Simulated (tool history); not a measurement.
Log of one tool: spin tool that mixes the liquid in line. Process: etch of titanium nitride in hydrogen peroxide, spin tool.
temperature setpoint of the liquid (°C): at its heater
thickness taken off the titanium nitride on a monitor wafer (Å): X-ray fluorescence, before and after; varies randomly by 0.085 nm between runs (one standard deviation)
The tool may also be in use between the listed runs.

run    day  temperature setpoint of the liquid (°C)  concentration of hydrogen peroxide in the mixed liquid (% by weight)  time under the liquid (s)  thickness taken off the titanium nitride on a monitor wafer (Å)
  1  0.000                                     45.0                                                                  17.0                        125                                                           65.952
  2  0.188                                     47.5                                                                  17.0                        125                                                           80.452
  3  0.417                                     47.5                                                                  15.0                        125                                                           77.026
  4  0.488                                     47.5                                                                  18.0                        125                                                           80.345
  5  0.517                                     47.5                                                                  19.5                        125                                                           82.076
  6  0.838                                     49.5                                                                  19.5                        125                                                           94.153
  7  1.158                                     51.0                                                                  19.5                        125                                                          105.730

What does the tool deliver on the next run?
  8  1.367                                     52.0                                                                  19.5                        125                                                                ?

For run 8 the tool returned thickness taken off the titanium nitride on a monitor wafer (Å) 113.160.

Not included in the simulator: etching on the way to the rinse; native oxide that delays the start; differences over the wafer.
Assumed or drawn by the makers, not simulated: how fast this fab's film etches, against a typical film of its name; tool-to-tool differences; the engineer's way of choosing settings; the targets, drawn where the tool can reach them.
